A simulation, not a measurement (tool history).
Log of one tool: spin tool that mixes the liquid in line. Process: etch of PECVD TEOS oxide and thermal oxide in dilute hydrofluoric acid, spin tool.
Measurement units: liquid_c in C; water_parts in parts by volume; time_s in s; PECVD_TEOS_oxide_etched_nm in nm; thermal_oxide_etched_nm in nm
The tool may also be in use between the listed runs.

run	hour	liquid_c	water_parts	time_s	PECVD_TEOS_oxide_etched_nm	thermal_oxide_etched_nm
1	0.0	23.0	255	180	9.1054	2.5350
2	9.0	25.0	255	180	9.8177	2.7844
3	16.4	25.0	330	180	6.9319	1.9978
4	18.9	25.0	240	180	10.5130	2.9913
5	25.4	26.5	240	180	11.0200	3.1340
6	29.5	25.5	270	180	9.3206	2.6143
7	34.7	24.5	295	180	8.0487	2.2065
8	37.9	24.5	315	175	7.1588	1.9391
9	44.8	20.5	420	170	4.1389	1.1476

Predict the results of run 10:
10	51.5	20.0	425	165	?	?

Run 10 produced PECVD_TEOS_oxide_etched_nm 3.8637 nm, thermal_oxide_etched_nm 1.0714 nm.
